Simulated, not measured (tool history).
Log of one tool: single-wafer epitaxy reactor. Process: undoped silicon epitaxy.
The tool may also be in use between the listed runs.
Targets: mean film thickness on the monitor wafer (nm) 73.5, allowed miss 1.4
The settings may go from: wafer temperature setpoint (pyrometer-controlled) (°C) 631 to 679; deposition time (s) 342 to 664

run	day	wafer temperature setpoint (pyrometer-controlled) (°C)	deposition time (s)	mean film thickness on the monitor wafer (nm)
1	0	655	503	89.723
2	0.358	655	450	79.794
3	0.525	654	450	78.432
4	0.812	653	450	76.734
5	0.846	652	450	75.258
6	1.017	652	491	81.215
7	1.121	651	491	80.439
8	1.371	650	491	78.506
9	1.417	650	491	78.976
10	1.65	649	491	76.604
11	1.8	648	491	75.092
12	1.846	648	491	75.734

Which of these 4 next moves meets every target?
A	1.892	651	478	?
B	1.892	648	497	?
C	1.892	645	514	?
D	1.892	645	528	?

move	mean film thickness on the monitor wafer (nm)
A	78.563
B	76.715
C	74.481
D	76.51
A: further off than the last run
B: further off than the last run
C: meets every target
D: further off than the last run
The right move is C.

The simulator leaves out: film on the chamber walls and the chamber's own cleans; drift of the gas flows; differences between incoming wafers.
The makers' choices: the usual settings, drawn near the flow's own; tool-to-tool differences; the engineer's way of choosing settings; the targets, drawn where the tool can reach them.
